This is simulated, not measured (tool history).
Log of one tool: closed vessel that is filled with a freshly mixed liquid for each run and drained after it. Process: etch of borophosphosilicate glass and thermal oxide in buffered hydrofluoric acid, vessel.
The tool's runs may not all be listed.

run,hour,temperature setpoint of the liquid (°C),parts of 40 % ammonium fluoride to one part of 49 % hydrofluoric acid (parts by volume),time in the liquid (s),thickness taken off the borophosphosilicate glass on a monitor wafer (nm),thickness taken off the thermal oxide on a monitor wafer (nm)
1,0,24,9,60,70.492,73.076
2,4.2,24,8,60,76.647,79.154
3,6.6,20.5,8,60,63.545,66.045
4,9.8,20.5,8,75,79.366,82.064
5,14.8,20.5,8,60,64.301,65.136
6,15.8,23,8,60,73.211,74.374
7,17.5,24.5,8,60,77.653,81.807
8,21,25.5,8,60,83.625,86.117

The next listed run, before its measurement:
# hour 24.8: hydrofluoric acid flow meter replaced
9,24.8,26,8,60,?,?

thickness taken off the borophosphosilicate glass on a monitor wafer (nm): 97.99
thickness taken off the thermal oxide on a monitor wafer (nm): 99.762
